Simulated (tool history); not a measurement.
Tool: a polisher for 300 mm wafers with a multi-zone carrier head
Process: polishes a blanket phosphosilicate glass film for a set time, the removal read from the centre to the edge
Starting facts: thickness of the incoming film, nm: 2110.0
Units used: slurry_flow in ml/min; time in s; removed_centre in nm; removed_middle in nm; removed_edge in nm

run  hour  slurry_flow  centre_zone  middle_zone  edge_zone  slurry_solids  time  removed_centre  removed_middle  removed_edge
  1   0.0          315         1.00         1.00       1.00           1.00    88          381.18          385.63        393.45
  2   3.8          315         1.00         1.00       1.00           0.85    88          365.59          368.50        375.99
  3   4.9          340         1.06         1.01       1.02           1.05    91          425.25          410.00        414.54
  4  11.9          345         1.10         1.01       1.03           1.20    95          478.06          444.30        462.63
  5  18.7          345         1.10         1.01       1.03           1.20   103          517.13          479.09        497.24
  6  20.8          360         1.13         1.01       1.01           1.30   104          553.18          495.86        501.58
  7  27.0          370         1.15         1.01       1.02           1.35   105          580.40          506.44        527.37
  8  30.2          375         1.16         1.02       1.02           1.40   105          585.88          515.70        529.75

Run 9 has not been measured yet. What should we expect?
  9  33.8          375         1.17         1.02       1.01           1.45   106               ?               ?             ?

Logged for run 9: removed_centre 599.95 nm, removed_middle 530.62 nm, removed_edge 543.87 nm.

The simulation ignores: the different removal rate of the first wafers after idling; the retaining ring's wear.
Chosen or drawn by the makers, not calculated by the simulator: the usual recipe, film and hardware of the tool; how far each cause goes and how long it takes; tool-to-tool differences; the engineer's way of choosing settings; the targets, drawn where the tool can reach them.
